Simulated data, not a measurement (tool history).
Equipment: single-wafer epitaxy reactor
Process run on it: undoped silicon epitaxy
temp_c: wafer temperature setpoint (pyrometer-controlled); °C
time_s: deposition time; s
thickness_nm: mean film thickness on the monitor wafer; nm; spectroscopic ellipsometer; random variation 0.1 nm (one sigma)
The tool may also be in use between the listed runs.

run  hour  temp_c  time_s  thickness_nm
  1     0     645     449        68.038
  2   7.7     645     479        72.597
  3   9.9     653     479        88.211
  4  17.3     648     478        78.123
  5    24     648     415        67.671
  6  30.1     645     414        62.851
  7  32.5     643     413        59.727
  8  36.1     641     413        56.662
  9  40.8     640     413        55.221

Run 10 is up next; what results do you expect?
 10    43     639     413             ?

Logged for run 10: thickness_nm 53.787 nm.

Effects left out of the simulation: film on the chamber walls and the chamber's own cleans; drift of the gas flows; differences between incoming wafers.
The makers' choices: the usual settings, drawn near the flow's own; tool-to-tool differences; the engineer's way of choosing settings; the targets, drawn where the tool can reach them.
